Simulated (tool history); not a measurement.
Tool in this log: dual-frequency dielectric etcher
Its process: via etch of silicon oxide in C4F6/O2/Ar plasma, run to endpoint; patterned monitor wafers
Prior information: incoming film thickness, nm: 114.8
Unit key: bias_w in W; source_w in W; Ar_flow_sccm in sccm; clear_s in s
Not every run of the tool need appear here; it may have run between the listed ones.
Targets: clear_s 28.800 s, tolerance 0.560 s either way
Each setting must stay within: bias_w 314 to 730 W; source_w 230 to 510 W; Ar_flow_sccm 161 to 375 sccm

Run 1, hour 0.0: bias_w 522 W, source_w 370 W, Ar_flow_sccm 268 sccm. Result: clear_s 25.205 s.
Run 2, hour 1.3: bias_w 522 W, source_w 370 W, Ar_flow_sccm 290 sccm. Result: clear_s 25.778 s.
Run 3, hour 9.4: bias_w 507 W, source_w 370 W, Ar_flow_sccm 290 sccm. Result: clear_s 25.835 s.
Run 4, hour 12.0: bias_w 507 W, source_w 370 W, Ar_flow_sccm 315 sccm. Result: clear_s 26.105 s.
Run 5, hour 18.8: bias_w 461 W, source_w 370 W, Ar_flow_sccm 315 sccm. Result: clear_s 26.837 s.
Run 6, hour 24.5: bias_w 461 W, source_w 340 W, Ar_flow_sccm 315 sccm. Result: clear_s 27.703 s.
Run 7, hour 31.5: bias_w 461 W, source_w 340 W, Ar_flow_sccm 315 sccm. Result: clear_s 27.915 s.
Run 8, hour 38.2: bias_w 457 W, source_w 340 W, Ar_flow_sccm 315 sccm. Result: clear_s 27.796 s.
Run 9, hour 40.3: bias_w 452 W, source_w 340 W, Ar_flow_sccm 315 sccm. Result: clear_s 27.877 s.
Run 10, hour 45.2: bias_w 447 W, source_w 340 W, Ar_flow_sccm 315 sccm. Result: clear_s 27.911 s.
Run 11, hour 54.1: bias_w 442 W, source_w 340 W, Ar_flow_sccm 315 sccm. Result: clear_s 27.833 s.
Run 12, hour 61.1: bias_w 437 W, source_w 340 W, Ar_flow_sccm 315 sccm. Result: clear_s 28.252 s.

Consider the 5 candidate settings below. Which is the only one whose results all fall within their allowed miss of target?
Run A, hour 68.1: bias_w 417 W, source_w 400 W, Ar_flow_sccm 354 sccm. Result: clear_s ?.
Run B, hour 68.1: bias_w 458 W, source_w 380 W, Ar_flow_sccm 375 sccm. Result: clear_s ?.
Run C, hour 68.1: bias_w 411 W, source_w 320 W, Ar_flow_sccm 277 sccm. Result: clear_s ?.
Run D, hour 68.1: bias_w 440 W, source_w 360 W, Ar_flow_sccm 304 sccm. Result: clear_s ?.
Run E, hour 68.1: bias_w 510 W, source_w 340 W, Ar_flow_sccm 355 sccm. Result: clear_s ?.

move  clear_s
   A   27.053
   B   27.194
   C   28.787
   D   27.293
   E   27.470
A: its largest miss is bigger than the last run's
B: its largest miss is bigger than the last run's
C: all results land within tolerance of their targets
D: its largest miss is bigger than the last run's
E: its largest miss is bigger than the last run's
Move C is the one to make.

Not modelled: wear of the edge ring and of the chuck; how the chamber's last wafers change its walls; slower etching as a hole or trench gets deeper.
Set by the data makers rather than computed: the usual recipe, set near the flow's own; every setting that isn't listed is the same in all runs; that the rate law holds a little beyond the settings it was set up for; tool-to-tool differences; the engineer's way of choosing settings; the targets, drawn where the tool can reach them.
